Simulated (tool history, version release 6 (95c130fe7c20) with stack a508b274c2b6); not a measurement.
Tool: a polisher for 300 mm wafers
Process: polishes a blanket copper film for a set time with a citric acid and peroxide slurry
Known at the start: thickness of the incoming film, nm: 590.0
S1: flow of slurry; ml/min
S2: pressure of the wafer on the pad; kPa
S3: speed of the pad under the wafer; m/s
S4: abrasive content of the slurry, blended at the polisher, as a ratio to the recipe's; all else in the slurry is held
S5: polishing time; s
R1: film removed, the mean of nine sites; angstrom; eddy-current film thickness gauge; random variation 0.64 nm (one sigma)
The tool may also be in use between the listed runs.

Run 1, hour 0.0: S1 300 ml/min, S2 17.2 kPa, S3 0.76 m/s, S4 1.0, S5 26 s. Result: R1 355.48 angstrom.
Run 2, hour 3.1: S1 330 ml/min, S2 17.2 kPa, S3 0.76 m/s, S4 1.0, S5 26 s. Result: R1 366.18 angstrom.
Run 3, hour 7.0: S1 285 ml/min, S2 17.2 kPa, S3 0.76 m/s, S4 1.0, S5 26 s. Result: R1 358.29 angstrom.
Run 4, hour 12.1: S1 285 ml/min, S2 13.1 kPa, S3 0.76 m/s, S4 1.0, S5 26 s. Result: R1 272.35 angstrom.
Run 5, hour 18.4: S1 290 ml/min, S2 15.9 kPa, S3 0.76 m/s, S4 1.0, S5 26 s. Result: R1 330.96 angstrom.
Run 6, hour 21.6: S1 290 ml/min, S2 15.9 kPa, S3 0.90 m/s, S4 1.0, S5 26 s. Result: R1 362.25 angstrom.
Run 7, hour 24.7: S1 295 ml/min, S2 17.9 kPa, S3 0.90 m/s, S4 1.0, S5 26 s. Result: R1 416.72 angstrom.
Run 8, hour 27.2: S1 300 ml/min, S2 19.3 kPa, S3 0.90 m/s, S4 1.0, S5 26 s. Result: R1 455.94 angstrom.

The next listed run, before its measurement:
Run 9, hour 28.2: S1 305 ml/min, S2 20.0 kPa, S3 0.90 m/s, S4 1.0, S5 26 s. Result: R1 ?.

{"run 9": {"R1": 456.88}}

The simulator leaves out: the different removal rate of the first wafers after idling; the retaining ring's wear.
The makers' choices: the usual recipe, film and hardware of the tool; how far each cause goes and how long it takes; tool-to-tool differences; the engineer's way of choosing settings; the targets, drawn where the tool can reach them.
